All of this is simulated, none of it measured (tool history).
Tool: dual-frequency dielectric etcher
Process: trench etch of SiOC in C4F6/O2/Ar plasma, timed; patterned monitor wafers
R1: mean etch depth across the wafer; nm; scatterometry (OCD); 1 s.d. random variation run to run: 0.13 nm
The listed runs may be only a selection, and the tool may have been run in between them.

run 1 day=0 | source_power_(kW)=0.33 bias_power_(kW)=0.174 etch_time_(s)=26 | R1=48.681
run 2 day=0.042 | source_power_(kW)=0.33 bias_power_(kW)=0.202 etch_time_(s)=26 | R1=51.636
run 3 day=0.171 | source_power_(kW)=0.33 bias_power_(kW)=0.202 etch_time_(s)=27 | R1=53.445
run 4 day=0.25 | source_power_(kW)=0.3 bias_power_(kW)=0.191 etch_time_(s)=27 | R1=50.149
run 5 day=0.538 | source_power_(kW)=0.34 bias_power_(kW)=0.191 etch_time_(s)=27 | R1=53.354
run 6 day=0.9 | source_power_(kW)=0.34 bias_power_(kW)=0.191 etch_time_(s)=26 | R1=51.211

Expected results for the next run?
run 7 day=1.021 | source_power_(kW)=0.31 bias_power_(kW)=0.188 etch_time_(s)=26 | R1=?

{"run 7": {"R1": 49.037}}
